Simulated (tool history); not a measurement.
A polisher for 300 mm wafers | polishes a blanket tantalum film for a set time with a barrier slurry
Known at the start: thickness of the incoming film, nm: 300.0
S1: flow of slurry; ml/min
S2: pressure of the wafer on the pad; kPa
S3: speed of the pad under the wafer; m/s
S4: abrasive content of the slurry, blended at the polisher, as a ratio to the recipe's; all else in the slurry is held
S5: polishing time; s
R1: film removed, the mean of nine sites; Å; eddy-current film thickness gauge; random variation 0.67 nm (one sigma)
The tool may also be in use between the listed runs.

run 1 hour=0 | S1=310 S2=16.5 S3=0.8 S4=1 S5=74 | R1=1346.4
run 2 hour=8.8 | S1=305 S2=15.9 S3=0.8 S4=1 S5=74 | R1=1286.6
run 3 hour=13.1 | S1=305 S2=15.9 S3=0.72 S4=1 S5=74 | R1=1153.8
run 4 hour=21.3 | S1=305 S2=15.9 S3=0.72 S4=0.85 S5=74 | R1=1090.7
run 5 hour=25.2 | S1=305 S2=15.9 S3=0.86 S4=0.85 S5=74 | R1=1272.4
run 6 hour=29.3 | S1=305 S2=19.3 S3=0.86 S4=0.85 S5=74 | R1=1581.8
run 7 hour=30.6 | S1=300 S2=17.9 S3=0.86 S4=0.85 S5=74 | R1=1468.3
run 8 hour=35 | S1=300 S2=16.5 S3=0.86 S4=0.85 S5=74 | R1=1353

Forecast run 9:
run 9 hour=40.5 | S1=300 S2=15.9 S3=0.86 S4=0.85 S5=74 | R1=?

{"run 9": {"R1": 1301.1}}

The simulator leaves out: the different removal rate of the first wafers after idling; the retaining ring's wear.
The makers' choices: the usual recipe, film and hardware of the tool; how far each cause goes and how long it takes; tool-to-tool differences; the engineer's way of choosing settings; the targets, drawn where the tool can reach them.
